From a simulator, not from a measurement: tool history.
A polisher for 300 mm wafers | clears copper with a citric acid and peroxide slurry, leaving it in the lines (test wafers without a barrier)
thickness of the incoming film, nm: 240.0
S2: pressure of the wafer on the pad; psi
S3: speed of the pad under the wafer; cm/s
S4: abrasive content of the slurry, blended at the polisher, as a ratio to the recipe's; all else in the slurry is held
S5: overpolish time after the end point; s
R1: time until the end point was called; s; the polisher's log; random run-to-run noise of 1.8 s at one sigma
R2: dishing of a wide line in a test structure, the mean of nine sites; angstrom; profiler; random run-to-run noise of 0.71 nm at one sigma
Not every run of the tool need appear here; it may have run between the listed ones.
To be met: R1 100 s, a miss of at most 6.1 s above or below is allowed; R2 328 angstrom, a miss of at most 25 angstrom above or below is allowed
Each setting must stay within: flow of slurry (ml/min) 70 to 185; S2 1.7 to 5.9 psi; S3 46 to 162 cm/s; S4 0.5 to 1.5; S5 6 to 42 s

run 1 day=0 | flow_of_slurry_(ml/min)=120 S2=3.8 S3=104 S4=1 S5=21 | R1=73.376 R2=475.69
run 2 day=0.271 | flow_of_slurry_(ml/min)=120 S2=3.8 S3=104 S4=0.85 S5=21 | R1=75.066 R2=478.31
run 3 day=0.508 | flow_of_slurry_(ml/min)=130 S2=3.8 S3=104 S4=0.85 S5=21 | R1=73.526 R2=475.96
run 4 day=0.592 | flow_of_slurry_(ml/min)=130 S2=3.8 S3=104 S4=0.7 S5=21 | R1=77.569 R2=452.64
run 5 day=0.704 | flow_of_slurry_(ml/min)=155 S2=3.8 S3=104 S4=0.7 S5=21 | R1=71.377 R2=476.84
run 6 day=0.896 | flow_of_slurry_(ml/min)=155 S2=3.8 S3=104 S4=0.85 S5=21 | R1=69.486 R2=486.36
run 7 day=1.125 | flow_of_slurry_(ml/min)=155 S2=3.7 S3=104 S4=0.85 S5=21 | R1=74.545 R2=478.53
run 8 day=1.379 | flow_of_slurry_(ml/min)=150 S2=2.7 S3=100 S4=0.85 S5=17 | R1=102.22 R2=290.83

Exactly one of the 5 candidate moves below puts every result within its allowed miss. Which one?
run A day=1.633 | flow_of_slurry_(ml/min)=170 S2=2.2 S3=96 S4=0.8 S5=20 | R1=? R2=?
run B day=1.633 | flow_of_slurry_(ml/min)=130 S2=2.6 S3=108 S4=0.8 S5=25 | R1=? R2=?
run C day=1.633 | flow_of_slurry_(ml/min)=135 S2=3 S3=92 S4=0.85 S5=16 | R1=? R2=?
run D day=1.633 | flow_of_slurry_(ml/min)=150 S2=2.2 S3=120 S4=0.75 S5=19 | R1=? R2=?
run E day=1.633 | flow_of_slurry_(ml/min)=150 S2=2.6 S3=102 S4=0.85 S5=15 | R1=? R2=?

move=A R1=119.56 R2=273.37
move=B R1=98.221 R2=400.7
move=C R1=100.75 R2=262.87
move=D R1=99.292 R2=308.71
move=E R1=100.33 R2=247.61
A: the biggest miss grows against the last run
B: takes the result that was furthest off past its target
C: the biggest miss grows against the last run
D: every result within its allowed miss
E: the biggest miss grows against the last run
Answer: D
